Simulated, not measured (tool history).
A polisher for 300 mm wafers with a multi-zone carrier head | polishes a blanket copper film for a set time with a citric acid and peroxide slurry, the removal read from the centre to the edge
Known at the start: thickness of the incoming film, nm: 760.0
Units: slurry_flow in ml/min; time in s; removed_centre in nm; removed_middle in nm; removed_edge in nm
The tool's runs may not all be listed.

run 1 hour=0.0 | slurry_flow=190 centre_zone=1.00 middle_zone=1.00 edge_zone=1.00 slurry_solids=1.00 time=59 | removed_centre=136.17 removed_middle=137.18 removed_edge=136.21
run 2 hour=3.9 | slurry_flow=185 centre_zone=0.98 middle_zone=0.99 edge_zone=1.00 slurry_solids=1.00 time=59 | removed_centre=132.93 removed_middle=137.13 removed_edge=136.15
run 3 hour=8.8 | slurry_flow=185 centre_zone=0.98 middle_zone=0.99 edge_zone=0.96 slurry_solids=1.00 time=59 | removed_centre=132.33 removed_middle=136.53 removed_edge=133.81
run 4 hour=16.1 | slurry_flow=185 centre_zone=0.98 middle_zone=0.99 edge_zone=0.96 slurry_solids=1.00 time=50 | removed_centre=112.74 removed_middle=113.27 removed_edge=112.74
run 5 hour=21.3 | slurry_flow=185 centre_zone=0.98 middle_zone=0.99 edge_zone=0.96 slurry_solids=0.85 time=50 | removed_centre=105.71 removed_middle=109.45 removed_edge=107.73
run 6 hour=23.5 | slurry_flow=185 centre_zone=0.98 middle_zone=0.99 edge_zone=0.88 slurry_solids=0.85 time=50 | removed_centre=107.65 removed_middle=110.59 removed_edge=104.88
run 7 hour=30.7 | slurry_flow=190 centre_zone=0.97 middle_zone=0.99 edge_zone=0.91 slurry_solids=0.90 time=50 | removed_centre=109.61 removed_middle=111.34 removed_edge=108.66
run 8 hour=33.2 | slurry_flow=195 centre_zone=0.95 middle_zone=0.99 edge_zone=0.93 slurry_solids=0.90 time=50 | removed_centre=104.42 removed_middle=112.33 removed_edge=110.79
run 9 hour=39.5 | slurry_flow=205 centre_zone=0.95 middle_zone=0.99 edge_zone=0.94 slurry_solids=0.90 time=50 | removed_centre=108.07 removed_middle=113.91 removed_edge=108.20
run 10 hour=44.0 | slurry_flow=195 centre_zone=0.95 middle_zone=1.00 edge_zone=0.95 slurry_solids=0.95 time=50 | removed_centre=108.26 removed_middle=114.21 removed_edge=110.99

Run 11 comes next. What will it give?
run 11 hour=52.5 | slurry_flow=190 centre_zone=0.94 middle_zone=1.00 edge_zone=0.97 slurry_solids=1.00 time=50 | removed_centre=? removed_middle=? removed_edge=?

Run 11 gave removed_centre 107.15 nm, removed_middle 116.63 nm, removed_edge 113.88 nm.

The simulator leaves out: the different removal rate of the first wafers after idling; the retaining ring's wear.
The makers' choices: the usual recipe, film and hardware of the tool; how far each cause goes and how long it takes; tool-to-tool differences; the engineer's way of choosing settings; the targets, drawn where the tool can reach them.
